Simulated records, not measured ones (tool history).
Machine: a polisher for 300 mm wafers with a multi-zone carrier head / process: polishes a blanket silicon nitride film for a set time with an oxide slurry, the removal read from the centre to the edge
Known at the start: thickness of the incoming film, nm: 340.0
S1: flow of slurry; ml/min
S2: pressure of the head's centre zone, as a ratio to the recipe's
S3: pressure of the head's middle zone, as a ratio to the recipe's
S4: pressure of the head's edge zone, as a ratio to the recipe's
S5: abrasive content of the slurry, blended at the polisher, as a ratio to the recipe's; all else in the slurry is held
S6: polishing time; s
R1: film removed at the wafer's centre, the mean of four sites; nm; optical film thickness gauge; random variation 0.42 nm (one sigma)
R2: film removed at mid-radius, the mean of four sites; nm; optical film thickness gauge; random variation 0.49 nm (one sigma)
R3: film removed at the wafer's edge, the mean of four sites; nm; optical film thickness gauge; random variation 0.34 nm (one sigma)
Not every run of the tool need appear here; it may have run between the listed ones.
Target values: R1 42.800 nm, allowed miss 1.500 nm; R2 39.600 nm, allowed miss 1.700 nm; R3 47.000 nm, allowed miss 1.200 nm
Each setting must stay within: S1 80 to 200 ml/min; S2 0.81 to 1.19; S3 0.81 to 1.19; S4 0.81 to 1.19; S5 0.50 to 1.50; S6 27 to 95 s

run 1 hour=0.0 | S1=130 S2=1.00 S3=1.00 S4=1.00 S5=1.00 S6=61 | R1=49.347 R2=49.679 R3=49.584
run 2 hour=6.8 | S1=120 S2=0.99 S3=0.96 S4=1.00 S5=1.00 S6=61 | R1=48.073 R2=47.499 R3=48.711
run 3 hour=10.9 | S1=130 S2=0.99 S3=0.96 S4=1.00 S5=1.00 S6=61 | R1=49.000 R2=47.541 R3=50.217
run 4 hour=19.3 | S1=130 S2=0.99 S3=0.96 S4=1.00 S5=1.10 S6=61 | R1=51.168 R2=49.684 R3=51.914
run 5 hour=23.2 | S1=150 S2=0.99 S3=0.96 S4=1.00 S5=1.10 S6=61 | R1=53.378 R2=53.061 R3=52.858
run 6 hour=25.1 | S1=135 S2=0.97 S3=0.93 S4=0.99 S5=1.10 S6=61 | R1=51.209 R2=49.285 R3=52.423
run 7 hour=28.9 | S1=125 S2=0.96 S3=0.91 S4=0.98 S5=1.05 S6=61 | R1=48.936 R2=46.684 R3=50.552
run 8 hour=35.8 | S1=115 S2=0.95 S3=0.89 S4=0.98 S5=1.05 S6=61 | R1=46.384 R2=45.549 R3=49.407
run 9 hour=44.1 | S1=110 S2=0.95 S3=0.87 S4=0.99 S5=1.05 S6=61 | R1=45.851 R2=44.110 R3=49.740
run 10 hour=46.9 | S1=85 S2=0.94 S3=0.81 S4=0.94 S5=1.00 S6=61 | R1=40.332 R2=37.119 R3=44.508
run 11 hour=51.3 | S1=90 S2=0.94 S3=0.81 S4=0.95 S5=1.00 S6=61 | R1=40.806 R2=39.101 R3=45.043
run 12 hour=53.3 | S1=90 S2=0.95 S3=0.81 S4=0.97 S5=1.00 S6=61 | R1=41.085 R2=36.985 R3=45.496

Which of these 5 next moves meets every target?
run A hour=55.3 | S1=110 S2=0.94 S3=0.90 S4=0.93 S5=1.15 S6=51 | R1=? R2=? R3=?
run B hour=55.3 | S1=85 S2=0.92 S3=0.82 S4=1.03 S5=1.00 S6=62 | R1=? R2=? R3=?
run C hour=55.3 | S1=120 S2=1.00 S3=0.81 S4=1.00 S5=1.10 S6=53 | R1=? R2=? R3=?
run D hour=55.3 | S1=80 S2=0.95 S3=0.81 S4=0.92 S5=1.05 S6=65 | R1=? R2=? R3=?
run E hour=55.3 | S1=90 S2=0.87 S3=0.92 S4=0.83 S5=1.05 S6=60 | R1=? R2=? R3=?

move=A R1=40.101 R2=39.207 R3=41.611
move=B R1=40.210 R2=38.159 R3=46.833
move=C R1=44.633 R2=37.913 R3=44.619
move=D R1=43.328 R2=39.645 R3=46.930
move=E R1=38.702 R2=42.022 R3=42.569
A: puts the biggest miss on target and leaves a different result outside tolerance
B: puts the biggest miss on target and leaves a different result outside tolerance
C: puts the biggest miss on target and leaves a different result outside tolerance
D: each result inside its tolerance
E: takes the biggest miss from the last run beyond its target
Go with D: it meets all targets.

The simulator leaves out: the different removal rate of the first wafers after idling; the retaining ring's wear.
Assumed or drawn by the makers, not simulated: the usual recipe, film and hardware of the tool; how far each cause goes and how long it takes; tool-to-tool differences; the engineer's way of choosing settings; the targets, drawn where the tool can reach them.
